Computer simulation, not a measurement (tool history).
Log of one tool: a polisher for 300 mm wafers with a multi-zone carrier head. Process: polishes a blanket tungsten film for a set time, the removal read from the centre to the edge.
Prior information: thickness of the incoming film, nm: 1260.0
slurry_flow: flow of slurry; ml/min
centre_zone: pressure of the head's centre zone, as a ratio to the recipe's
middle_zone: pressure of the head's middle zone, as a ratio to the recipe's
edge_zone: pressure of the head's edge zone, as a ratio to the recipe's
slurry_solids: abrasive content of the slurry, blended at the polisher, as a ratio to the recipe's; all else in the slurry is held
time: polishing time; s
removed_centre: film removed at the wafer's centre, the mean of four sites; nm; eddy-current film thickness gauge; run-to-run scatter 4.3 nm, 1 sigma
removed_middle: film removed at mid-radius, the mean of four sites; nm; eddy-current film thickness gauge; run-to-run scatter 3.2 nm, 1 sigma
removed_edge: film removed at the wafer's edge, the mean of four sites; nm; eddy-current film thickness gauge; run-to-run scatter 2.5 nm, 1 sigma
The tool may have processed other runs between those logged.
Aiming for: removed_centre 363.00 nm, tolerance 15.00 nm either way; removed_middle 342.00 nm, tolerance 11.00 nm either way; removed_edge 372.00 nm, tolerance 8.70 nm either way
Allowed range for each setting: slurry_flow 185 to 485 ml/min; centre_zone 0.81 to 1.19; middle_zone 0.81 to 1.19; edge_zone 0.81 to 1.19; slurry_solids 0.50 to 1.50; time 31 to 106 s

run 1 hour=0.0 | slurry_flow=310 centre_zone=1.00 middle_zone=1.00 edge_zone=1.00 slurry_solids=1.00 time=68 | removed_centre=302.18 removed_middle=297.04 removed_edge=314.44
run 2 hour=7.3 | slurry_flow=310 centre_zone=1.00 middle_zone=1.00 edge_zone=1.00 slurry_solids=0.90 time=68 | removed_centre=294.94 removed_middle=289.18 removed_edge=307.11
run 3 hour=14.2 | slurry_flow=310 centre_zone=1.00 middle_zone=1.00 edge_zone=0.96 slurry_solids=0.90 time=68 | removed_centre=295.94 removed_middle=290.26 removed_edge=305.19
run 4 hour=17.1 | slurry_flow=310 centre_zone=1.00 middle_zone=1.00 edge_zone=0.96 slurry_solids=0.90 time=74 | removed_centre=328.54 removed_middle=321.32 removed_edge=325.30
run 5 hour=20.8 | slurry_flow=320 centre_zone=1.02 middle_zone=1.00 edge_zone=1.00 slurry_solids=0.95 time=74 | removed_centre=320.36 removed_middle=321.51 removed_edge=341.13
run 6 hour=22.9 | slurry_flow=320 centre_zone=0.99 middle_zone=1.00 edge_zone=1.00 slurry_solids=0.95 time=74 | removed_centre=324.33 removed_middle=322.36 removed_edge=337.61
run 7 hour=24.3 | slurry_flow=320 centre_zone=0.99 middle_zone=1.00 edge_zone=1.00 slurry_solids=0.95 time=74 | removed_centre=326.39 removed_middle=325.07 removed_edge=343.06
run 8 hour=25.5 | slurry_flow=320 centre_zone=0.99 middle_zone=1.00 edge_zone=1.00 slurry_solids=0.95 time=74 | removed_centre=314.83 removed_middle=320.51 removed_edge=336.42

Which single option among these 4 for the next run brings every result within its allowed miss of target? Just one does.
run A hour=26.7 | slurry_flow=330 centre_zone=0.98 middle_zone=0.91 edge_zone=0.91 slurry_solids=0.85 time=87 | removed_centre=? removed_middle=? removed_edge=?
run B hour=26.7 | slurry_flow=285 centre_zone=1.15 middle_zone=0.81 edge_zone=1.00 slurry_solids=0.95 time=80 | removed_centre=? removed_middle=? removed_edge=?
run C hour=26.7 | slurry_flow=355 centre_zone=0.93 middle_zone=1.12 edge_zone=1.00 slurry_solids=0.85 time=72 | removed_centre=? removed_middle=? removed_edge=?
run D hour=26.7 | slurry_flow=290 centre_zone=1.04 middle_zone=0.89 edge_zone=1.07 slurry_solids=0.95 time=77 | removed_centre=? removed_middle=? removed_edge=?

move=A removed_centre=363.84 removed_middle=344.21 removed_edge=373.32
move=B removed_centre=391.80 removed_middle=291.00 removed_edge=365.10
move=C removed_centre=289.35 removed_middle=341.56 removed_edge=323.56
move=D removed_centre=344.51 removed_middle=303.23 removed_edge=363.34
A: each result inside its tolerance
B: meets the target for the result that was furthest off, but another lies outside its allowed miss
C: further off than the last run
D: meets the target for the result that was furthest off, but another lies outside its allowed miss
Correct choice: A, which meets every target
